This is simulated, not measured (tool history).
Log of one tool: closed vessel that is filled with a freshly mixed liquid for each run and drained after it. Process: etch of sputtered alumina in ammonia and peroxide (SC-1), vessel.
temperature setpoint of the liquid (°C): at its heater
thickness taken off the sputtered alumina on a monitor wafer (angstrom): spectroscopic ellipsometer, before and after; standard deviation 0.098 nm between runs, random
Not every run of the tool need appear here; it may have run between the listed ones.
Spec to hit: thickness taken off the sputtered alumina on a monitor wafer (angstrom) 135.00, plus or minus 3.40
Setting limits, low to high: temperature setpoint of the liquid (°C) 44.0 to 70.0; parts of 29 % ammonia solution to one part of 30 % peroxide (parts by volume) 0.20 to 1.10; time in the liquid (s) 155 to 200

run	hour	temperature setpoint of the liquid (°C)	parts of 29 % ammonia solution to one part of 30 % peroxide (parts by volume)	time in the liquid (s)	thickness taken off the sputtered alumina on a monitor wafer (angstrom)
1	0.0	60.0	0.60	200	195.01
2	8.7	59.0	0.60	200	184.76
3	13.0	58.0	0.60	200	173.54
4	15.3	58.0	0.60	200	177.00
5	20.6	57.5	0.60	200	171.76
6	21.8	57.0	0.60	200	167.01
7	24.5	56.5	0.60	200	162.48
8	31.7	56.0	0.60	200	159.57
9	32.6	55.5	0.60	200	152.43
10	39.2	55.0	0.60	200	150.42
11	42.1	55.0	0.60	200	148.89

5 candidate next runs follow, results not yet known. Just one meets every target within its allowed miss. Identify it.
A	45.0	57.5	0.50	195	?
B	45.0	57.5	0.60	170	?
C	45.0	55.0	0.50	175	?
D	45.0	56.0	0.50	200	?
E	45.0	53.0	0.55	200	?

move	thickness taken off the sputtered alumina on a monitor wafer (angstrom)
A	163.27
B	144.81
C	128.45
D	154.78
E	133.10
A: its largest miss is bigger than the last run's
B: closes in on the targets versus the last run, not all within tolerance yet
C: the result that was furthest off in the last run now lies on the other side of its target
D: its largest miss is bigger than the last run's
E: every result within its allowed miss
The move that meets every target is E.

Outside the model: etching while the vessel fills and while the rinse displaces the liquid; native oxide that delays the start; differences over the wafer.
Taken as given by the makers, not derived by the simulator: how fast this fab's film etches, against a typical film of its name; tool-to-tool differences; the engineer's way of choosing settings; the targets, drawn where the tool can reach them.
